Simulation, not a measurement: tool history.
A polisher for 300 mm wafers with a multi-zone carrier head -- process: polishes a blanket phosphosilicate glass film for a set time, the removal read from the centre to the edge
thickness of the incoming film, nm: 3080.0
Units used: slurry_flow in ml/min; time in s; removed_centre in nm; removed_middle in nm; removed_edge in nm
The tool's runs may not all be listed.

{"run": 1, "hour": 0.0, "slurry_flow": 120, "centre_zone": 1.0, "middle_zone": 1.0, "edge_zone": 1.0, "slurry_solids": 1.0, "time": 68, "removed_centre": 700.16, "removed_middle": 670.28, "removed_edge": 703.33}
{"run": 2, "hour": 8.1, "slurry_flow": 120, "centre_zone": 1.0, "middle_zone": 1.0, "edge_zone": 1.01, "slurry_solids": 1.05, "time": 68, "removed_centre": 696.51, "removed_middle": 675.65, "removed_edge": 709.18}
{"run": 3, "hour": 14.6, "slurry_flow": 125, "centre_zone": 1.0, "middle_zone": 1.0, "edge_zone": 1.02, "slurry_solids": 1.1, "time": 68, "removed_centre": 707.06, "removed_middle": 693.46, "removed_edge": 724.39}
{"run": 4, "hour": 18.4, "slurry_flow": 125, "centre_zone": 1.0, "middle_zone": 0.99, "edge_zone": 1.03, "slurry_solids": 1.15, "time": 69, "removed_centre": 747.66, "removed_middle": 721.75, "removed_edge": 762.35}
{"run": 5, "hour": 27.1, "slurry_flow": 125, "centre_zone": 1.05, "middle_zone": 0.99, "edge_zone": 1.03, "slurry_solids": 1.15, "time": 69, "removed_centre": 752.1, "removed_middle": 699.58, "removed_edge": 751.02}
{"run": 6, "hour": 35.4, "slurry_flow": 125, "centre_zone": 1.05, "middle_zone": 0.99, "edge_zone": 1.03, "slurry_solids": 1.3, "time": 69, "removed_centre": 811.05, "removed_middle": 729.32, "removed_edge": 764.74}

The next listed run, before its measurement:
{"run": 7, "hour": 42.9, "slurry_flow": 125, "centre_zone": 1.04, "middle_zone": 0.99, "edge_zone": 1.04, "slurry_solids": 1.3, "time": 69, "removed_centre": "?", "removed_middle": "?", "removed_edge": "?"}

{"run 7": {"removed_centre": 808.73, "removed_middle": 752.98, "removed_edge": 783.46}}
